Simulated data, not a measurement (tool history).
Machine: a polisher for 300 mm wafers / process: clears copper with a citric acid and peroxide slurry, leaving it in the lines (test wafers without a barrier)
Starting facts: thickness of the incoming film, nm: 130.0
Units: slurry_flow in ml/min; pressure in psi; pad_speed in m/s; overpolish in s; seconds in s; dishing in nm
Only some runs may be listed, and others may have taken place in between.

run 1 hour=0 | slurry_flow=165 pressure=2.6 pad_speed=0.88 slurry_solids=1 overpolish=10 | seconds=68.229 dishing=13.248
run 2 hour=1.5 | slurry_flow=165 pressure=3.2 pad_speed=0.88 slurry_solids=1 overpolish=10 | seconds=57.738 dishing=15.392
run 3 hour=8.5 | slurry_flow=165 pressure=3.3 pad_speed=0.88 slurry_solids=1 overpolish=11 | seconds=55.095 dishing=16.639
run 4 hour=10.8 | slurry_flow=165 pressure=3.3 pad_speed=1.04 slurry_solids=1 overpolish=11 | seconds=47.205 dishing=19.354
run 5 hour=18.9 | slurry_flow=165 pressure=3.7 pad_speed=1.04 slurry_solids=1 overpolish=11 | seconds=43.492 dishing=20.859
run 6 hour=24.7 | slurry_flow=160 pressure=3.5 pad_speed=1.04 slurry_solids=1 overpolish=12 | seconds=44.949 dishing=20.666

Run 7, settings as shown, results not yet in. Your forecast:
run 7 hour=33.5 | slurry_flow=150 pressure=3.3 pad_speed=1.04 slurry_solids=1 overpolish=13 | seconds=? dishing=?

{"run 7": {"seconds": 49.212, "dishing": 21.822}}
